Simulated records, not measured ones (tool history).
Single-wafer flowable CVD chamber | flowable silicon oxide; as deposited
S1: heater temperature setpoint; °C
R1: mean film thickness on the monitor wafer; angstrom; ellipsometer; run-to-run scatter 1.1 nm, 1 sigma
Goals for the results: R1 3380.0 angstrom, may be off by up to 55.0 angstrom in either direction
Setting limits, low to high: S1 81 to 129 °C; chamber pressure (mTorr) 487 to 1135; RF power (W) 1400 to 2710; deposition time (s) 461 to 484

{"run": 1, "hour": 0.0, "S1": 105, "chamber pressure (mTorr)": 811, "RF power (W)": 2055, "deposition time (s)": 484, "R1": 2782.1}
{"run": 2, "hour": 1.3, "S1": 105, "chamber pressure (mTorr)": 740, "RF power (W)": 2055, "deposition time (s)": 484, "R1": 2541.2}
{"run": 3, "hour": 5.8, "S1": 104, "chamber pressure (mTorr)": 740, "RF power (W)": 2055, "deposition time (s)": 484, "R1": 2634.7}
{"run": 4, "hour": 7.4, "S1": 103, "chamber pressure (mTorr)": 740, "RF power (W)": 2055, "deposition time (s)": 484, "R1": 2695.1}
{"run": 5, "hour": 10.9, "S1": 103, "chamber pressure (mTorr)": 740, "RF power (W)": 2055, "deposition time (s)": 484, "R1": 2703.5}
{"run": 6, "hour": 18.3, "S1": 103, "chamber pressure (mTorr)": 820, "RF power (W)": 2055, "deposition time (s)": 484, "R1": 2985.7}
{"run": 7, "hour": 23.4, "S1": 102, "chamber pressure (mTorr)": 820, "RF power (W)": 2055, "deposition time (s)": 484, "R1": 3061.4}
{"run": 8, "hour": 24.9, "S1": 101, "chamber pressure (mTorr)": 820, "RF power (W)": 2055, "deposition time (s)": 484, "R1": 3165.7}
{"run": 9, "hour": 27.6, "S1": 100, "chamber pressure (mTorr)": 820, "RF power (W)": 2055, "deposition time (s)": 484, "R1": 3258.3}

Which single option among these 4 for the next run brings every result within its allowed miss of target? Just one does.
{"run": "A", "hour": 30.3, "S1": 102, "chamber pressure (mTorr)": 846, "RF power (W)": 2115, "deposition time (s)": 478, "R1": "?"}
{"run": "B", "hour": 30.3, "S1": 98, "chamber pressure (mTorr)": 812, "RF power (W)": 2095, "deposition time (s)": 461, "R1": "?"}
{"run": "C", "hour": 30.3, "S1": 94, "chamber pressure (mTorr)": 735, "RF power (W)": 1950, "deposition time (s)": 469, "R1": "?"}
{"run": "D", "hour": 30.3, "S1": 102, "chamber pressure (mTorr)": 855, "RF power (W)": 2380, "deposition time (s)": 484, "R1": "?"}

move=A R1=3158.0
move=B R1=3289.1
move=C R1=3376.6
move=D R1=3276.5
A: further off than the last run
B: closer than the last run, but not yet in spec
C: all results in spec
D: closer than the last run, but not yet in spec
C is the move that brings every result within its allowed miss.
